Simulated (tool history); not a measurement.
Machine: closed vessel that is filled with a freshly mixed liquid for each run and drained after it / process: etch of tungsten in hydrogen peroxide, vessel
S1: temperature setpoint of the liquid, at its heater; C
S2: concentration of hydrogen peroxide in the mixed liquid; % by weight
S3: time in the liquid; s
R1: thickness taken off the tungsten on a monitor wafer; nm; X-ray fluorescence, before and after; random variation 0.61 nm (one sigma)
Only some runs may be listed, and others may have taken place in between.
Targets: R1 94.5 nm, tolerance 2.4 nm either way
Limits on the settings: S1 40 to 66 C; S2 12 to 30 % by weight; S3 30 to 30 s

run,day,S1,S2,S3,R1
1,0,56,20.5,30,54.53
2,0.383,56,24.5,30,59.703
3,0.533,49.5,24.5,30,40.919
4,0.579,53,24.5,30,49.997
5,0.629,49,24.5,30,39.217
# day 0.675: peroxide flow meter replaced
6,0.675,52.5,24.5,30,46.644
7,0.879,60.5,25,30,75.495
8,0.933,61.5,25,30,81.289
9,1.096,62,25,30,81.466
10,1.296,62.5,25,30,84.272
11,1.4,63,25,30,87.204
12,1.546,63.5,25,30,89.663

Exactly one of the 4 candidate moves below puts every result within its allowed miss. Which one?
A,1.692,65.5,25,30,?
B,1.692,61.5,30,30,?
C,1.692,63.5,27.5,30,?
D,1.692,63,26,30,?

move,R1
A,100.31
B,87.725
C,94.066
D,88.922
A: the result that was furthest off in the last run now lies on the other side of its target
B: misses by more than the last run did
C: all results in spec
D: misses by more than the last run did
The right move is C.
